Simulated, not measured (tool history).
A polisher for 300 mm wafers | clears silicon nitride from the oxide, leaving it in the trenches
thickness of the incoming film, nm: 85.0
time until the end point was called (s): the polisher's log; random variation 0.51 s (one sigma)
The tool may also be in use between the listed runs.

run    day  flow of slurry (ml/min)  pressure of the wafer on the pad (psi)  speed of the pad under the wafer (m/s)  overpolish time after the end point (s)  time until the end point was called (s)
  1      0                      155                                     3.5                                    0.94                                       17                                   72.065
  2  0.104                      125                                     3.5                                    0.94                                       17                                   76.101
  3  0.162                      125                                     2.8                                    0.94                                       17                                   89.577
  4  0.333                      130                                     3.2                                    0.94                                       17                                   82.884
  5  0.608                      130                                     2.8                                    0.94                                       17                                   88.293
  6  0.783                      145                                     2.8                                    0.94                                       17                                    86.36
  7  0.846                      155                                     3.2                                    0.94                                       17                                   78.433
  8  0.983                      160                                     3.5                                    0.94                                       17                                   72.591
  9  1.125                      165                                     3.8                                    0.94                                       17                                   68.149
 10  1.338                      170                                       4                                    0.94                                       17                                   64.856
 11  1.454                      175                                     4.2                                    0.94                                       17                                    62.45
 12  1.696                      180                                     4.4                                    0.94                                       17                                    59.84
 13  1.846                      180                                     4.6                                    0.94                                       17                                   57.937
 14  2.021                      185                                     4.7                                    0.94                                       17                                   56.387
 15  2.296                      185                                     4.8                                    0.94                                       17                                   55.318
 16  2.438                      185                                     4.9                                    0.94                                       17                                   54.113

Run 17 comes next. What will it give?
 17  2.696                      185                                       5                                    0.94                                       17                                        ?

time until the end point was called (s): 54.184
